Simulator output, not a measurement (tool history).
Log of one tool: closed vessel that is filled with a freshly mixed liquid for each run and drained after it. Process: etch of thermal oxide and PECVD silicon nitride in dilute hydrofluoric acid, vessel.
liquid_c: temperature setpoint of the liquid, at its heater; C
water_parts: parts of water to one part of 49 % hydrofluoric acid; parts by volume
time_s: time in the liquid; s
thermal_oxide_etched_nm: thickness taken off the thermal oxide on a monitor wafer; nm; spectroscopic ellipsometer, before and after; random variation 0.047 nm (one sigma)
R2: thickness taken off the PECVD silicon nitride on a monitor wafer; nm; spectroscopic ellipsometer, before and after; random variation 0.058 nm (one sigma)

{"run": 1, "hour": 0.0, "liquid_c": 24.0, "water_parts": 250, "time_s": 965, "thermal_oxide_etched_nm": 17.057, "R2": 15.628}
{"run": 2, "hour": 4.3, "liquid_c": 27.5, "water_parts": 250, "time_s": 965, "thermal_oxide_etched_nm": 19.516, "R2": 19.674}
{"run": 3, "hour": 7.3, "liquid_c": 29.0, "water_parts": 250, "time_s": 965, "thermal_oxide_etched_nm": 20.435, "R2": 20.968}
{"run": 4, "hour": 11.8, "liquid_c": 25.0, "water_parts": 295, "time_s": 950, "thermal_oxide_etched_nm": 14.251, "R2": 13.769}
{"run": 5, "hour": 15.2, "liquid_c": 23.0, "water_parts": 340, "time_s": 955, "thermal_oxide_etched_nm": 11.158, "R2": 10.688}
{"run": 6, "hour": 16.5, "liquid_c": 20.0, "water_parts": 340, "time_s": 955, "thermal_oxide_etched_nm": 10.03, "R2": 8.9697}
{"run": 7, "hour": 20.8, "liquid_c": 19.0, "water_parts": 370, "time_s": 955, "thermal_oxide_etched_nm": 8.7307, "R2": 7.7573}
{"run": 8, "hour": 22.8, "liquid_c": 18.5, "water_parts": 390, "time_s": 955, "thermal_oxide_etched_nm": 7.8799, "R2": 7.2377}

Run 9 comes next. What will it give?
{"run": 9, "hour": 27.2, "liquid_c": 18.0, "water_parts": 400, "time_s": 940, "thermal_oxide_etched_nm": "?", "R2": "?"}

Run 9 gave thermal_oxide_etched_nm 7.4249 nm, R2 6.6484 nm.
